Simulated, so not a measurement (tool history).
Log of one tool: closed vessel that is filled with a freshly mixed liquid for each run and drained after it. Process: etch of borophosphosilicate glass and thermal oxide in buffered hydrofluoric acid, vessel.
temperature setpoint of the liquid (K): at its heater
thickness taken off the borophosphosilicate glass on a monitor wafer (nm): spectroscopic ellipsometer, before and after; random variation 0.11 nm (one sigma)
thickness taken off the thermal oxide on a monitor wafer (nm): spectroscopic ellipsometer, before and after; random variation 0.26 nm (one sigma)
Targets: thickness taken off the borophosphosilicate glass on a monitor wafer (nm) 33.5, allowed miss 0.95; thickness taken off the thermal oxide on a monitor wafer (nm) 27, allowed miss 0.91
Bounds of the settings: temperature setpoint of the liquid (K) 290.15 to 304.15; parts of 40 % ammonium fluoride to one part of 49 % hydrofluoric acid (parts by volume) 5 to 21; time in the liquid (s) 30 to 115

run,hour,temperature setpoint of the liquid (K),parts of 40 % ammonium fluoride to one part of 49 % hydrofluoric acid (parts by volume),time in the liquid (s),thickness taken off the borophosphosilicate glass on a monitor wafer (nm),thickness taken off the thermal oxide on a monitor wafer (nm)
1,0,296.15,13,60,59.352,47.716
2,8,295.15,13.5,60,54.524,44.445
3,15.3,295.15,13.5,50,45.366,36.934
4,18,294.65,13.5,50,44.238,35.113
5,21.9,294.65,13.5,70,61.606,49.634
6,26.3,294.15,14,70,58.057,45.76
7,30.3,294.15,14,70,57.74,46.471
8,32.6,290.15,18,70,36.087,28.265
9,38.7,290.65,18.5,70,36.193,28.985
10,45.3,290.65,19,70,35.3,28.629

5 next moves are on the table. One of them brings every result within its allowed miss. Which?
A,51.9,291.65,19,70,?,?
B,51.9,290.65,20,70,?,?
C,51.9,291.15,20.5,75,?,?
D,51.9,290.65,19,75,?,?
E,51.9,293.65,20,65,?,?

move,thickness taken off the borophosphosilicate glass on a monitor wafer (nm),thickness taken off the thermal oxide on a monitor wafer (nm)
A,37.061,29.54
B,33.3,26.529
C,35.807,28.539
D,37.54,29.9
E,36.561,29.184
A: further off than the last run
B: meets every target
C: further off than the last run
D: further off than the last run
E: further off than the last run
The right move is B.

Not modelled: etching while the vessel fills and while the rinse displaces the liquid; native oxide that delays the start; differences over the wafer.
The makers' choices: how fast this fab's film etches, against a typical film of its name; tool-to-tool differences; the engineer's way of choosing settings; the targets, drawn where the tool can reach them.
